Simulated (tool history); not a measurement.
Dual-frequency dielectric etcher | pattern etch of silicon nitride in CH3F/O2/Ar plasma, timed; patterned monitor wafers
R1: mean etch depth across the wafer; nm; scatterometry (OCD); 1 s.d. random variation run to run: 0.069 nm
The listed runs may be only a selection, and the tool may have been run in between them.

{"run": 1, "day": 0.0, "source power (kW)": 0.48, "bias power (kW)": 0.077, "etch time (s)": 44, "R1": 30.215}
{"run": 2, "day": 0.062, "source power (kW)": 0.48, "bias power (kW)": 0.087, "etch time (s)": 44, "R1": 31.75}
{"run": 3, "day": 0.304, "source power (kW)": 0.46, "bias power (kW)": 0.087, "etch time (s)": 44, "R1": 31.128}
{"run": 4, "day": 0.471, "source power (kW)": 0.41, "bias power (kW)": 0.087, "etch time (s)": 44, "R1": 29.953}
{"run": 5, "day": 0.504, "source power (kW)": 0.46, "bias power (kW)": 0.087, "etch time (s)": 44, "R1": 31.153}
{"run": 6, "day": 0.8, "source power (kW)": 0.46, "bias power (kW)": 0.099, "etch time (s)": 44, "R1": 32.618}
{"run": 7, "day": 1.075, "source power (kW)": 0.44, "bias power (kW)": 0.098, "etch time (s)": 44, "R1": 32.095}
{"run": 8, "day": 1.292, "source power (kW)": 0.42, "bias power (kW)": 0.097, "etch time (s)": 44, "R1": 31.54}
{"run": 9, "day": 1.462, "source power (kW)": 0.4, "bias power (kW)": 0.096, "etch time (s)": 44, "R1": 31.027}
{"run": 10, "day": 1.671, "source power (kW)": 0.39, "bias power (kW)": 0.095, "etch time (s)": 44, "R1": 30.387}
{"run": 11, "day": 1.779, "source power (kW)": 0.38, "bias power (kW)": 0.094, "etch time (s)": 44, "R1": 29.991}

Run 12, settings as shown, results not yet in. Your forecast:
{"run": 12, "day": 2.096, "source power (kW)": 0.37, "bias power (kW)": 0.094, "etch time (s)": 44, "R1": "?"}

R1: 29.722 nm
